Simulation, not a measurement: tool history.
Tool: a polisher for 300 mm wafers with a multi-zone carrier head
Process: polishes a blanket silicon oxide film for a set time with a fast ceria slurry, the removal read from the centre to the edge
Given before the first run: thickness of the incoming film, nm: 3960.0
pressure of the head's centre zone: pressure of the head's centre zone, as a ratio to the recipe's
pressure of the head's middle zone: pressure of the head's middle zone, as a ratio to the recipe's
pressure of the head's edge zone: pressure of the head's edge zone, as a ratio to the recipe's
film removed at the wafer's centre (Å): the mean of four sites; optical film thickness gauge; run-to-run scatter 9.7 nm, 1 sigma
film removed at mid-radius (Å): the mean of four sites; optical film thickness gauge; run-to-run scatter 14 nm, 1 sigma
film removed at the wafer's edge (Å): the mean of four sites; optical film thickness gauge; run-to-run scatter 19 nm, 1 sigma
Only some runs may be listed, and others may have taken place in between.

run	hour	flow of slurry (ml/min)	pressure of the head's centre zone	pressure of the head's middle zone	pressure of the head's edge zone	polishing time (s)	film removed at the wafer's centre (Å)	film removed at mid-radius (Å)	film removed at the wafer's edge (Å)
1	0	270	1	1	1	78	9775.7	9963.3	10327
2	3.9	270	1	1	1	65	8263.6	8093.1	8605.5
3	9.4	290	1.06	0.98	1.03	74	9941.4	9459	9818.3
4	10.3	295	1.1	0.93	1.06	81	11305	9709.6	11030
5	12.2	295	1.07	0.93	1.06	81	11165	9676.5	11218
6	19.9	265	1.07	0.93	1.06	81	10838	9991.3	10929
7	23	300	1.11	0.95	1.08	84	11904	10598	11655
8	29.4	325	1.14	0.95	1.08	87	12614	10816	11885

The next listed run, before its measurement:
9	37.6	325	1.14	0.95	1.08	87	?	?	?

film removed at the wafer's centre (Å): 12561
film removed at mid-radius (Å): 10711
film removed at the wafer's edge (Å): 12011
